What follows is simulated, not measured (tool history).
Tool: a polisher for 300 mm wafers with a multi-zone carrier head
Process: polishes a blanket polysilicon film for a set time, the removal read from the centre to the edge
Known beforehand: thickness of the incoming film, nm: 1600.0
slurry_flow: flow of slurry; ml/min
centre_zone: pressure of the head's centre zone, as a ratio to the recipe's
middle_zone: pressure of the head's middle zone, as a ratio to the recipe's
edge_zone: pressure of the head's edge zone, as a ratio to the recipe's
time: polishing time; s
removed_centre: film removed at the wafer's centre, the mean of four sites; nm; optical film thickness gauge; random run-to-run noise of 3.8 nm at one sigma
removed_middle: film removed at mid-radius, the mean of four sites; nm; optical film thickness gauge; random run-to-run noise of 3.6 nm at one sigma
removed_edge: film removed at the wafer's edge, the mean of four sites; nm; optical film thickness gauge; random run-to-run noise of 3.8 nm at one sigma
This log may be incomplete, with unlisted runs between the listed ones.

run  hour  slurry_flow  centre_zone  middle_zone  edge_zone  time  removed_centre  removed_middle  removed_edge
  1   0.0          190         1.00         1.00       1.00    84          428.49          429.96        425.10
  2   4.8          190         1.00         1.00       1.03    84          430.68          429.12        419.74
  3  12.5          185         0.99         0.98       1.03    83          421.97          409.53        424.00
  4  16.5          185         0.99         0.91       1.03    83          416.03          399.77        418.30
  5  19.1          185         0.99         0.91       1.03    67          333.24          319.20        339.40
  6  28.1          185         0.99         0.91       1.03    87          435.69          416.84        434.53

Predict the results of run 7:
  7  31.0          180         0.98         0.89       1.03    86               ?               ?             ?

Run 7 came out at removed_centre 422.04 nm, removed_middle 406.05 nm, removed_edge 440.00 nm.

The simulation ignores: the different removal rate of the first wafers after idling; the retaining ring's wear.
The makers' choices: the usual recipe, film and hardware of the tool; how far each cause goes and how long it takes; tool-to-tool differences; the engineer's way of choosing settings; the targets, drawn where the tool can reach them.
